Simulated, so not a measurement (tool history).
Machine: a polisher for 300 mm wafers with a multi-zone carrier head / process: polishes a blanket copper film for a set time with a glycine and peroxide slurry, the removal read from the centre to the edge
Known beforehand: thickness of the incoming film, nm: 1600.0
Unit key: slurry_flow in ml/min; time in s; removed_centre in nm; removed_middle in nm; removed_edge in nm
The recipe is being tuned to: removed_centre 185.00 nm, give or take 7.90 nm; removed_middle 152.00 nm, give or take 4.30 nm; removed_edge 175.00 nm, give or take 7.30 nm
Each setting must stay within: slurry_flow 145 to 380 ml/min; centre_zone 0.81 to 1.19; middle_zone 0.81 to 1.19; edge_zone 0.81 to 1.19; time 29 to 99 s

run 1 hour=0.0 | slurry_flow=245 centre_zone=1.00 middle_zone=1.00 edge_zone=1.00 time=64 | removed_centre=298.79 removed_middle=267.29 removed_edge=264.95
run 2 hour=3.0 | slurry_flow=235 centre_zone=0.98 middle_zone=0.95 edge_zone=0.99 time=56 | removed_centre=259.83 removed_middle=221.20 removed_edge=228.78
run 3 hour=7.9 | slurry_flow=235 centre_zone=0.98 middle_zone=0.95 edge_zone=0.99 time=64 | removed_centre=293.42 removed_middle=248.96 removed_edge=266.54
run 4 hour=15.8 | slurry_flow=235 centre_zone=0.98 middle_zone=0.95 edge_zone=0.99 time=52 | removed_centre=234.72 removed_middle=204.91 removed_edge=216.38
run 5 hour=24.5 | slurry_flow=235 centre_zone=0.98 middle_zone=0.95 edge_zone=1.03 time=52 | removed_centre=236.95 removed_middle=202.90 removed_edge=217.80
run 6 hour=27.5 | slurry_flow=235 centre_zone=1.04 middle_zone=0.95 edge_zone=1.03 time=52 | removed_centre=252.77 removed_middle=202.84 removed_edge=220.13
-- hour=35.0 centre zone pressure recalibrated
run 7 hour=35.0 | slurry_flow=230 centre_zone=1.00 middle_zone=0.92 edge_zone=1.01 time=49 | removed_centre=207.85 removed_middle=185.85 removed_edge=207.17
run 8 hour=37.1 | slurry_flow=245 centre_zone=1.05 middle_zone=0.91 edge_zone=1.01 time=45 | removed_centre=199.80 removed_middle=171.03 removed_edge=187.34
run 9 hour=45.7 | slurry_flow=240 centre_zone=1.07 middle_zone=0.89 edge_zone=1.00 time=45 | removed_centre=204.02 removed_middle=167.54 removed_edge=187.69

Next run, 4 choices. One meets every target within its allowed miss, the rest don't. Which?
run A hour=54.3 | slurry_flow=290 centre_zone=1.02 middle_zone=1.02 edge_zone=0.90 time=42 | removed_centre=? removed_middle=? removed_edge=?
run B hour=54.3 | slurry_flow=255 centre_zone=1.19 middle_zone=1.03 edge_zone=0.89 time=47 | removed_centre=? removed_middle=? removed_edge=?
run C hour=54.3 | slurry_flow=375 centre_zone=0.91 middle_zone=0.85 edge_zone=0.97 time=46 | removed_centre=? removed_middle=? removed_edge=?
run D hour=54.3 | slurry_flow=225 centre_zone=1.03 middle_zone=0.83 edge_zone=0.95 time=43 | removed_centre=? removed_middle=? removed_edge=?

move=A removed_centre=188.98 removed_middle=181.79 removed_edge=169.94
move=B removed_centre=242.98 removed_middle=201.93 removed_edge=187.08
move=C removed_centre=189.19 removed_middle=175.22 removed_edge=196.58
move=D removed_centre=188.41 removed_middle=151.88 removed_edge=174.55
A: misses by more than the last run did
B: misses by more than the last run did
C: misses by more than the last run did
D: every result within its allowed miss
Move D is the one to make.

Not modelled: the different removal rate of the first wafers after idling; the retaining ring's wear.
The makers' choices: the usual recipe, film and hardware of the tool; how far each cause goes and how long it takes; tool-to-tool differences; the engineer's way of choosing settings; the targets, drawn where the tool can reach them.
